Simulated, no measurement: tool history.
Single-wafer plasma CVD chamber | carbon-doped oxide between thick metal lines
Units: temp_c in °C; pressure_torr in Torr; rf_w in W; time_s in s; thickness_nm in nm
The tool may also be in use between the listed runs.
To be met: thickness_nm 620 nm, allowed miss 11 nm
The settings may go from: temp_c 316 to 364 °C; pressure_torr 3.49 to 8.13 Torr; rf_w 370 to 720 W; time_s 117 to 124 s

Run 1, day 0: temp_c 340 °C, pressure_torr 5.81 Torr, rf_w 545 W, time_s 124 s. Result: thickness_nm 770.62 nm.
Run 2, day 0.229: temp_c 340 °C, pressure_torr 5.81 Torr, rf_w 500 W, time_s 124 s. Result: thickness_nm 725.57 nm.
Run 3, day 0.321: temp_c 341 °C, pressure_torr 5.66 Torr, rf_w 495 W, time_s 124 s. Result: thickness_nm 713.57 nm.
Run 4, day 0.471: temp_c 335 °C, pressure_torr 5.66 Torr, rf_w 495 W, time_s 124 s. Result: thickness_nm 726.03 nm.
Run 5, day 0.517: temp_c 335 °C, pressure_torr 5.66 Torr, rf_w 465 W, time_s 124 s. Result: thickness_nm 702.1 nm.
Run 6, day 0.892: temp_c 336 °C, pressure_torr 5.49 Torr, rf_w 460 W, time_s 124 s. Result: thickness_nm 688.77 nm.
Run 7, day 1.254: temp_c 337 °C, pressure_torr 5.35 Torr, rf_w 460 W, time_s 124 s. Result: thickness_nm 679.48 nm.
Run 8, day 1.592: temp_c 339 °C, pressure_torr 5.27 Torr, rf_w 460 W, time_s 124 s. Result: thickness_nm 675.39 nm.
Run 9, day 1.862: temp_c 340 °C, pressure_torr 5.18 Torr, rf_w 460 W, time_s 124 s. Result: thickness_nm 670.48 nm.
Run 10, day 1.892: temp_c 352 °C, pressure_torr 4.11 Torr, rf_w 440 W, time_s 124 s. Result: thickness_nm 590.73 nm.
Run 11, day 1.975: temp_c 351 °C, pressure_torr 4.14 Torr, rf_w 440 W, time_s 124 s. Result: thickness_nm 590.7 nm.
Run 12, day 2.225: temp_c 342 °C, pressure_torr 4.91 Torr, rf_w 460 W, time_s 124 s. Result: thickness_nm 654.85 nm.
Run 13, day 2.333: temp_c 343 °C, pressure_torr 4.87 Torr, rf_w 460 W, time_s 124 s. Result: thickness_nm 654.92 nm.
Run 14, day 2.467: temp_c 344 °C, pressure_torr 4.83 Torr, rf_w 460 W, time_s 124 s. Result: thickness_nm 650.07 nm.
Run 15, day 2.596: temp_c 345 °C, pressure_torr 4.8 Torr, rf_w 460 W, time_s 124 s. Result: thickness_nm 647.9 nm.
Run 16, day 2.725: temp_c 346 °C, pressure_torr 4.77 Torr, rf_w 460 W, time_s 124 s. Result: thickness_nm 641.58 nm.
Run 17, day 2.983: temp_c 347 °C, pressure_torr 4.75 Torr, rf_w 460 W, time_s 124 s. Result: thickness_nm 645.53 nm.
Run 18, day 3.071: temp_c 347 °C, pressure_torr 4.75 Torr, rf_w 460 W, time_s 124 s. Result: thickness_nm 643.04 nm.
Run 19, day 3.142: temp_c 348 °C, pressure_torr 4.71 Torr, rf_w 460 W, time_s 124 s. Result: thickness_nm 639.69 nm.
Run 20, day 3.429: temp_c 348 °C, pressure_torr 4.68 Torr, rf_w 460 W, time_s 124 s. Result: thickness_nm 640.39 nm.
Run 21, day 3.696: temp_c 348 °C, pressure_torr 4.64 Torr, rf_w 460 W, time_s 124 s. Result: thickness_nm 634.86 nm.

Which of these 5 next moves meets every target?
Run A, day 3.962: temp_c 352 °C, pressure_torr 5.06 Torr, rf_w 475 W, time_s 124 s. Result: thickness_nm ?.
Run B, day 3.962: temp_c 345 °C, pressure_torr 4.77 Torr, rf_w 430 W, time_s 120 s. Result: thickness_nm ?.
Run C, day 3.962: temp_c 353 °C, pressure_torr 4.1 Torr, rf_w 490 W, time_s 117 s. Result: thickness_nm ?.
Run D, day 3.962: temp_c 361 °C, pressure_torr 4.88 Torr, rf_w 430 W, time_s 124 s. Result: thickness_nm ?.
Run E, day 3.962: temp_c 333 °C, pressure_torr 4.81 Torr, rf_w 435 W, time_s 120 s. Result: thickness_nm ?.

move  thickness_nm
   A        656.99
   B        593.31
   C        600.32
   D        589.58
   E        624.06
A: further off than the last run
B: takes the result that was furthest off past its target
C: takes the result that was furthest off past its target
D: takes the result that was furthest off past its target
E: meets every target
The right move is E.
